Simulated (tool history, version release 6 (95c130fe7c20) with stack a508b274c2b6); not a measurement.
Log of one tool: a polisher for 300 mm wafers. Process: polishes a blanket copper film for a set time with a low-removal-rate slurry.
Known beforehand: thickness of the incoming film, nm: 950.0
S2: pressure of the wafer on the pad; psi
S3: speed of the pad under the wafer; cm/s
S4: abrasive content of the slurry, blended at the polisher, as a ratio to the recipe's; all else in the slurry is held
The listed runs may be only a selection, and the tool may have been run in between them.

Run 1, hour 0: flow of slurry (ml/min) 275, S2 2.2 psi, S3 96 cm/s, S4 1, polishing time (s) 28. Result: film removed (nm) 64.458.
Run 2, hour 0.9: flow of slurry (ml/min) 275, S2 2.2 psi, S3 96 cm/s, S4 1.15, polishing time (s) 28. Result: film removed (nm) 66.997.
Run 3, hour 9.1: flow of slurry (ml/min) 320, S2 2.2 psi, S3 96 cm/s, S4 1.15, polishing time (s) 28. Result: film removed (nm) 67.622.
Run 4, hour 12: flow of slurry (ml/min) 320, S2 2.7 psi, S3 96 cm/s, S4 1.15, polishing time (s) 28. Result: film removed (nm) 80.412.
Run 5, hour 16: flow of slurry (ml/min) 320, S2 2.8 psi, S3 96 cm/s, S4 1.15, polishing time (s) 28. Result: film removed (nm) 82.501.
At hour 22.4: worn pad replaced by a new one.
Run 6, hour 22.4: flow of slurry (ml/min) 320, S2 2.6 psi, S3 96 cm/s, S4 1.15, polishing time (s) 28. Result: film removed (nm) 81.777.
Run 7, hour 30.4: flow of slurry (ml/min) 325, S2 2.7 psi, S3 96 cm/s, S4 1.15, polishing time (s) 28. Result: film removed (nm) 85.825.

Run 8 is up next; what results do you expect?
Run 8, hour 33.7: flow of slurry (ml/min) 330, S2 2.7 psi, S3 96 cm/s, S4 1.15, polishing time (s) 28. Result: film removed (nm) ?.

film removed (nm): 84.225

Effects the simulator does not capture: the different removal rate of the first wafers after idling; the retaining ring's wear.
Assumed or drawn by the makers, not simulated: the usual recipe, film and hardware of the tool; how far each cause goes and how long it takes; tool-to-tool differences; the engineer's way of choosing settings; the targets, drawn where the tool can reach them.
